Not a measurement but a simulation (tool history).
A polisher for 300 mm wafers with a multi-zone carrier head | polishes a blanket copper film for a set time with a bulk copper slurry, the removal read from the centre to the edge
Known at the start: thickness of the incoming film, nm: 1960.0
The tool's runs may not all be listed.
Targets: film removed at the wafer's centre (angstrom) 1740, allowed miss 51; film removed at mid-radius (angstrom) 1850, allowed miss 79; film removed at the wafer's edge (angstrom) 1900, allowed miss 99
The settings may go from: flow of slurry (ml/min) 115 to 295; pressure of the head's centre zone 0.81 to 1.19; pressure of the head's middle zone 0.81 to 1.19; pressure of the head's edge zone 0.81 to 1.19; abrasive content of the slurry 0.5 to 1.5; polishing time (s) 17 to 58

run	day	flow of slurry (ml/min)	pressure of the head's centre zone	pressure of the head's middle zone	pressure of the head's edge zone	abrasive content of the slurry	polishing time (s)	film removed at the wafer's centre (angstrom)	film removed at mid-radius (angstrom)	film removed at the wafer's edge (angstrom)
1	0	190	1	1	1	1	37	2608.7	2579.9	2573
2	0.358	230	1	1	1	1	37	2654.4	2616.2	2601.1
3	0.438	230	0.96	0.98	0.98	0.9	36	2442.8	2482.9	2443.3
4	0.704	230	0.96	1.05	0.98	0.9	36	2461.9	2580.5	2431.7
5	0.996	225	0.93	1.01	0.97	0.8	35	2205	2456.7	2256.5
6	1.088	225	0.93	1.01	1.01	0.8	35	2221.9	2405.4	2292.1
7	1.2	225	0.92	0.98	1.03	0.75	34	2117.9	2245.9	2280.2
8	1.404	225	0.92	0.98	1.03	0.75	34	2089.3	2233.7	2246.8
9	1.771	220	0.91	0.96	1.02	0.7	33	1996.4	2103.9	2179.1
10	1.875	215	0.9	0.95	1	0.65	33	1925.7	2014.1	2070.4
11	2.112	165	0.86	0.93	0.96	0.65	33	1770.9	1894.6	1970.9

4 next moves are on the table. One of them brings every result within its allowed miss. Which?
A	2.35	160	0.92	1.06	0.96	0.65	31	?	?	?
B	2.35	155	0.84	0.9	1.05	0.6	34	?	?	?
C	2.35	175	0.9	0.95	0.99	0.55	32	?	?	?
D	2.35	160	0.89	0.88	0.84	0.5	35	?	?	?

move	film removed at the wafer's centre (angstrom)	film removed at mid-radius (angstrom)	film removed at the wafer's edge (angstrom)
A	1774.7	2006.1	1867.9
B	1733.5	1875.7	2091
C	1760	1852.4	1911.9
D	1834.4	1836.8	1896.9
A: brings the result that was furthest off to its target, and leaves another outside
B: further off than the last run
C: meets every target
D: brings the result that was furthest off to its target, and leaves another outside
Move C is the one to make.

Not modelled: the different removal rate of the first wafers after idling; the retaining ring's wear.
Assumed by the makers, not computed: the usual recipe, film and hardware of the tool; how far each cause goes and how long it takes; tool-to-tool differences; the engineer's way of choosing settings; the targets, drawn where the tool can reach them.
